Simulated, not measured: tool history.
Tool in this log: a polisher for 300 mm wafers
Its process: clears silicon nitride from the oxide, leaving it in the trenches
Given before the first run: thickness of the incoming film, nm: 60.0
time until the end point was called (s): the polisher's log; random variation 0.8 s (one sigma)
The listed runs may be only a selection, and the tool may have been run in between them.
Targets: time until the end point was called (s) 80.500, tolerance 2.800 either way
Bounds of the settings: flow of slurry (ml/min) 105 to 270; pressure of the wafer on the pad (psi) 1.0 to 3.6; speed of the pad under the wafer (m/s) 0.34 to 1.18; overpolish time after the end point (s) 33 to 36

run,hour,flow of slurry (ml/min),pressure of the wafer on the pad (psi),speed of the pad under the wafer (m/s),overpolish time after the end point (s),time until the end point was called (s)
1,0.0,175,2.3,0.76,33,97.446
2,1.0,180,2.4,0.76,33,91.690
3,2.0,180,2.4,0.76,36,94.462
4,9.9,180,2.4,0.58,36,110.760
5,14.8,185,2.5,0.58,36,104.040
6,23.5,190,2.6,0.58,36,101.980
7,31.9,190,2.7,0.58,36,99.052
8,37.8,190,2.8,0.58,36,93.238
9,40.8,190,2.9,0.58,36,90.234
10,41.7,195,3.1,0.58,36,85.594
# hour 42.7: head pressure recalibrated
11,42.7,195,3.3,0.58,36,86.715

Consider the 4 candidate settings below. Which is the only one whose results all fall within their allowed miss of target?
A,43.7,225,3.2,0.50,36,?
B,43.7,195,3.4,0.70,36,?
C,43.7,155,3.3,0.48,33,?
D,43.7,220,3.4,0.60,35,?

move,time until the end point was called (s)
A,93.635
B,73.781
C,98.423
D,79.744
A: the biggest miss grows against the last run
B: moves the result that the last run missed by most past its target, out the other side
C: the biggest miss grows against the last run
D: all results land within tolerance of their targets
Correct choice: D, which meets every target

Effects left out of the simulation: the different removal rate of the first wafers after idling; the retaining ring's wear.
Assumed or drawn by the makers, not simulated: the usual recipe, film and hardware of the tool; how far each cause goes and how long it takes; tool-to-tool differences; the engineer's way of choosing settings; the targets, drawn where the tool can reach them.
